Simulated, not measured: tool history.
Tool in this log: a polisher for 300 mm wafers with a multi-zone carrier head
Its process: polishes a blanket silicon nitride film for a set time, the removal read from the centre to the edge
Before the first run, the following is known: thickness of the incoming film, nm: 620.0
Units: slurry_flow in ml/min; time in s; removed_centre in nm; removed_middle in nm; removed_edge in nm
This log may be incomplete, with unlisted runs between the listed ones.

{"run": 1, "day": 0.0, "slurry_flow": 240, "centre_zone": 1, "middle_zone": 1, "edge_zone": 1, "time": 50, "removed_centre": 51.576, "removed_middle": 50.634, "removed_edge": 49.747}
{"run": 2, "day": 0.221, "slurry_flow": 235, "centre_zone": 0.98, "middle_zone": 0.97, "edge_zone": 0.98, "time": 47, "removed_centre": 46.273, "removed_middle": 47.249, "removed_edge": 46.75}
{"run": 3, "day": 0.288, "slurry_flow": 230, "centre_zone": 0.99, "middle_zone": 0.94, "edge_zone": 0.98, "time": 44, "removed_centre": 45.228, "removed_middle": 42.601, "removed_edge": 42.561}
{"run": 4, "day": 0.658, "slurry_flow": 225, "centre_zone": 0.97, "middle_zone": 0.91, "edge_zone": 0.98, "time": 43, "removed_centre": 42.021, "removed_middle": 40.5, "removed_edge": 42.524}
{"run": 5, "day": 0.962, "slurry_flow": 220, "centre_zone": 0.96, "middle_zone": 0.89, "edge_zone": 0.96, "time": 42, "removed_centre": 40.939, "removed_middle": 38.804, "removed_edge": 40.446}
{"run": 6, "day": 1.329, "slurry_flow": 220, "centre_zone": 0.92, "middle_zone": 0.89, "edge_zone": 0.96, "time": 42, "removed_centre": 40.828, "removed_middle": 37.884, "removed_edge": 41.289}
{"run": 7, "day": 1.633, "slurry_flow": 215, "centre_zone": 0.91, "middle_zone": 0.9, "edge_zone": 0.95, "time": 41, "removed_centre": 37.186, "removed_middle": 37.774, "removed_edge": 40.142}
{"run": 8, "day": 1.85, "slurry_flow": 210, "centre_zone": 0.91, "middle_zone": 0.88, "edge_zone": 0.94, "time": 41, "removed_centre": 37.756, "removed_middle": 37.381, "removed_edge": 40.268}
{"run": 9, "day": 1.992, "slurry_flow": 210, "centre_zone": 0.91, "middle_zone": 0.88, "edge_zone": 0.94, "time": 41, "removed_centre": 38.234, "removed_middle": 36.956, "removed_edge": 39.671}
{"run": 10, "day": 2.362, "slurry_flow": 210, "centre_zone": 0.91, "middle_zone": 0.88, "edge_zone": 0.94, "time": 41, "removed_centre": 37.392, "removed_middle": 37.09, "removed_edge": 40.253}

Predict the results of run 11:
{"run": 11, "day": 2.608, "slurry_flow": 210, "centre_zone": 0.91, "middle_zone": 0.87, "edge_zone": 0.93, "time": 40, "removed_centre": "?", "removed_middle": "?", "removed_edge": "?"}

{"run 11": {"removed_centre": 36.412, "removed_middle": 35.136, "removed_edge": 39.795}}
